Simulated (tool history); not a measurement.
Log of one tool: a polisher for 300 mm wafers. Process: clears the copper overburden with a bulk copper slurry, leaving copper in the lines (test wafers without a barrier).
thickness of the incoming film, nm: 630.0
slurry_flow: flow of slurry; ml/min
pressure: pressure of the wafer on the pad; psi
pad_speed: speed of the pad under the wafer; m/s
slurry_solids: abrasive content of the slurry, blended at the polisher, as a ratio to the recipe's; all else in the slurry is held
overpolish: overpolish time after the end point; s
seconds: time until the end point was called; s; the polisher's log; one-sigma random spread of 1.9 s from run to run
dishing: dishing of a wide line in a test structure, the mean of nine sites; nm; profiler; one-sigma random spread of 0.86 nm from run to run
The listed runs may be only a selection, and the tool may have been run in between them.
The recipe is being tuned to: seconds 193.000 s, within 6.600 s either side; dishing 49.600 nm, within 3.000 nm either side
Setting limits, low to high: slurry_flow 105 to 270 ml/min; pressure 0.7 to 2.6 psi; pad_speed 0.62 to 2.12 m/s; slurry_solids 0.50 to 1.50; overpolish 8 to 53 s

run,hour,slurry_flow,pressure,pad_speed,slurry_solids,overpolish,seconds,dishing
1,0.0,175,1.6,1.36,1.00,27,83.216,59.565
2,2.7,170,1.4,1.30,1.00,29,101.950,57.716
3,5.3,165,1.3,1.26,1.00,29,112.690,55.984
4,9.0,165,1.5,1.26,1.00,29,98.021,60.399
5,12.0,165,1.5,1.26,1.00,24,96.998,57.983
6,18.1,160,1.3,1.24,1.00,25,114.380,53.002
7,23.1,160,1.2,1.22,1.00,28,124.740,52.947
8,30.6,160,1.1,1.20,1.00,31,138.800,52.637
9,35.5,160,1.0,1.20,1.00,33,152.040,51.219
10,37.0,160,1.0,1.20,1.00,34,153.950,51.304
11,43.0,160,1.0,1.20,1.00,35,151.660,52.084
12,51.0,150,0.7,1.12,1.00,39,229.320,43.139
13,57.0,165,0.7,1.12,1.00,39,222.950,45.703
14,61.6,170,0.7,1.12,1.00,39,224.740,45.724

Consider the 4 candidate settings below. Which is the only one whose results all fall within their allowed miss of target?
A,66.2,185,0.9,1.08,0.80,41,?,?
B,66.2,190,0.7,1.42,1.00,45,?,?
C,66.2,135,0.7,1.50,1.05,26,?,?
D,66.2,215,1.2,0.88,0.75,33,?,?

move,seconds,dishing
A,195.940,50.039
B,176.200,49.573
C,175.150,42.785
D,181.440,50.279
A: meets every target
B: moves the result that the last run missed by most past its target, out the other side
C: moves the result that the last run missed by most past its target, out the other side
D: moves the result that the last run missed by most past its target, out the other side
The right move is A.
